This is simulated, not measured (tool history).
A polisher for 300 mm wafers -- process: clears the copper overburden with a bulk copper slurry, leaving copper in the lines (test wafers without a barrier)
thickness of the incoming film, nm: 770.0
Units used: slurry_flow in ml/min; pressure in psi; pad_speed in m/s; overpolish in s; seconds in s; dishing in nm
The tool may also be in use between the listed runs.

run	hour	slurry_flow	pressure	pad_speed	slurry_solids	overpolish	seconds	dishing
1	0.0	135	2.1	1.32	1.00	11	80.143	30.223
2	1.9	145	1.7	1.58	1.10	8	86.911	25.720
3	7.1	165	1.6	1.74	1.25	6	78.204	22.930
4	13.9	180	1.6	1.86	1.35	5	72.276	22.234
5	16.4	190	1.6	1.92	1.40	4	69.740	19.865
6	21.7	190	1.6	2.06	1.40	4	66.683	20.475
7	25.4	190	1.6	2.06	1.40	4	67.065	20.109
# hour 30.8: slurry blender recalibrated
8	30.8	190	1.6	2.06	1.40	4	59.091	21.666
9	38.6	195	1.6	2.06	1.45	4	59.394	21.710
10	42.2	200	1.9	2.06	1.25	4	52.678	22.749
11	44.1	200	1.9	2.06	1.25	4	52.197	23.633
12	50.9	200	1.8	2.06	1.35	4	52.992	22.929
13	52.8	200	1.7	2.06	1.40	4	56.199	22.782
14	56.6	170	1.9	2.06	1.35	4	53.419	23.212

What does the tool deliver on the next run?
15	64.3	205	1.3	2.06	1.50	3	?	?

seconds: 72.701 s
dishing: 15.660 nm
